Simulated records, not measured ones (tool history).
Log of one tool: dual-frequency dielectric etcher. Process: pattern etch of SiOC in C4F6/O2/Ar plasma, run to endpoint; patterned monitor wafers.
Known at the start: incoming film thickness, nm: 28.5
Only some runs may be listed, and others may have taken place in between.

run 1 hour=0.0 | bias_power_(kW)=0.528 source_power_(kW)=0.310 | endpoint_time_(s)=10.1100
run 2 hour=7.9 | bias_power_(kW)=0.528 source_power_(kW)=0.360 | endpoint_time_(s)=9.7632
run 3 hour=15.7 | bias_power_(kW)=0.528 source_power_(kW)=0.390 | endpoint_time_(s)=9.4870
run 4 hour=24.4 | bias_power_(kW)=0.528 source_power_(kW)=0.420 | endpoint_time_(s)=9.2426
run 5 hour=32.2 | bias_power_(kW)=0.470 source_power_(kW)=0.390 | endpoint_time_(s)=9.9274
run 6 hour=34.7 | bias_power_(kW)=0.470 source_power_(kW)=0.420 | endpoint_time_(s)=9.6452
run 7 hour=42.5 | bias_power_(kW)=0.428 source_power_(kW)=0.390 | endpoint_time_(s)=10.2960
run 8 hour=50.3 | bias_power_(kW)=0.398 source_power_(kW)=0.380 | endpoint_time_(s)=10.6660
run 9 hour=58.0 | bias_power_(kW)=0.376 source_power_(kW)=0.370 | endpoint_time_(s)=11.1010
run 10 hour=66.0 | bias_power_(kW)=0.361 source_power_(kW)=0.370 | endpoint_time_(s)=11.1980
run 11 hour=66.7 | bias_power_(kW)=0.361 source_power_(kW)=0.370 | endpoint_time_(s)=11.2650

Estimate the outcome of run 12 from the log above:
run 12 hour=71.1 | bias_power_(kW)=0.350 source_power_(kW)=0.370 | endpoint_time_(s)=?

{"run 12": {"endpoint time (s)": 11.443}}

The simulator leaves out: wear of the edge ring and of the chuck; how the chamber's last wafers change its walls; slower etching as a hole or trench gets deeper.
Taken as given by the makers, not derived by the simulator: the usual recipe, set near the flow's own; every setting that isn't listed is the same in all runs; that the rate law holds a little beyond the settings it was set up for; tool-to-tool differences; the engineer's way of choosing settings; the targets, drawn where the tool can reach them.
